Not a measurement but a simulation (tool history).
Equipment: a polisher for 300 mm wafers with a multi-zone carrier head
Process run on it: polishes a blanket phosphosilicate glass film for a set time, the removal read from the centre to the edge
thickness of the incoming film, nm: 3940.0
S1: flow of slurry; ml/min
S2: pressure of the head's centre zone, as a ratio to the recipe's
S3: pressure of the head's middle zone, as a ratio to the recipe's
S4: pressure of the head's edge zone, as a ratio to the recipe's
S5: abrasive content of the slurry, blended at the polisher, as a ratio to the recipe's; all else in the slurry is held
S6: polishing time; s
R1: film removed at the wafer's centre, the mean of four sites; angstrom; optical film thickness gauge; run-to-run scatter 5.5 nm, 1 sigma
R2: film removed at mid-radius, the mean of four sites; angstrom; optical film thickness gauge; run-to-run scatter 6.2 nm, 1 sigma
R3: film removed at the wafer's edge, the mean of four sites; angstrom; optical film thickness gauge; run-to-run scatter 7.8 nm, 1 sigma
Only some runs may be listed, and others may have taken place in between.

run  hour   S1    S2    S3    S4    S5   S6      R1      R2      R3
  1     0  230     1     1     1     1   84  8468.5  8765.2  8539.1
  2   2.5  190     1     1     1     1   84  8157.7  8523.5  8434.1
  3   8.9  220  1.02  0.99  0.95  0.85   82  7742.1  7933.6  7644.4
  4  17.9  220  1.02  1.07  0.95  0.85   82  7769.5  8105.3  7502.2
  5  20.7  220  1.02  1.07  0.89  0.85   82  7712.7  8157.3  7482.7
  6  23.7  220  1.02  1.07  0.89  0.85  102  9593.7   10161  9047.6
  7  31.5  235  1.06  1.06  0.88  0.75   94  8649.1  8785.2  7525.1
  8  38.2  225  1.07  1.01  0.89  0.65   92  7775.2  7451.9    6953
  9  41.7  225  1.08  1.01  0.87   0.6   92  7299.5  7092.6  6598.3
 10  42.7  225   1.1  1.01  0.85   0.6   92    7506  6946.6  6438.9
 11  47.1  220  1.11  1.02  0.84   0.6   92  7396.8  7068.3  6271.4
 12    54  210  1.12  1.01  0.84   0.6   92  7518.2  6864.3  6348.1
 13    57  210  1.12  1.01  0.83   0.6   92  7450.9  6957.9  6343.3

Run 14, settings as shown, results not yet in. Your forecast:
 14  61.3  210  1.13  1.01  0.82  0.6  92   ?   ?   ?

R1: 7608.7 angstrom
R2: 7102.2 angstrom
R3: 6141 angstrom
